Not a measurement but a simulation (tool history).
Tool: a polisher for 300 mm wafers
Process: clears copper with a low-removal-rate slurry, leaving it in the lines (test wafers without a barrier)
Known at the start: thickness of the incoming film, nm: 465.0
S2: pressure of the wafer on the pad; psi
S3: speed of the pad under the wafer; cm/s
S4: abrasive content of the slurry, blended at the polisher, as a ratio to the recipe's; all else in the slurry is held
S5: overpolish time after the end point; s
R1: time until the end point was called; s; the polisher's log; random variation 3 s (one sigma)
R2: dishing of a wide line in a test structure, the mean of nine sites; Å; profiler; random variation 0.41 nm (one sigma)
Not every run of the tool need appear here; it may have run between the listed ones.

{"run": 1, "hour": 0.0, "flow of slurry (ml/min)": 155, "S2": 3.4, "S3": 132, "S4": 1, "S5": 16, "R1": 89.916, "R2": 546.84}
{"run": 2, "hour": 0.7, "flow of slurry (ml/min)": 155, "S2": 3.4, "S3": 132, "S4": 0.85, "S5": 16, "R1": 88.853, "R2": 553.91}
{"run": 3, "hour": 7.7, "flow of slurry (ml/min)": 155, "S2": 4.1, "S3": 132, "S4": 0.85, "S5": 16, "R1": 76.784, "R2": 632.24}
{"run": 4, "hour": 12.2, "flow of slurry (ml/min)": 190, "S2": 4.1, "S3": 132, "S4": 0.85, "S5": 16, "R1": 75.252, "R2": 653.93}
{"run": 5, "hour": 17.7, "flow of slurry (ml/min)": 190, "S2": 4.1, "S3": 132, "S4": 0.85, "S5": 19, "R1": 72.979, "R2": 754.72}
{"run": 6, "hour": 23.0, "flow of slurry (ml/min)": 190, "S2": 3.9, "S3": 124, "S4": 0.85, "S5": 18, "R1": 79.581, "R2": 673.73}

Run 7 has not been measured yet. What should we expect?
{"run": 7, "hour": 26.0, "flow of slurry (ml/min)": 190, "S2": 3.6, "S3": 116, "S4": 0.85, "S5": 17, "R1": "?", "R2": "?"}

R1: 93.989 s
R2: 579.9 Å
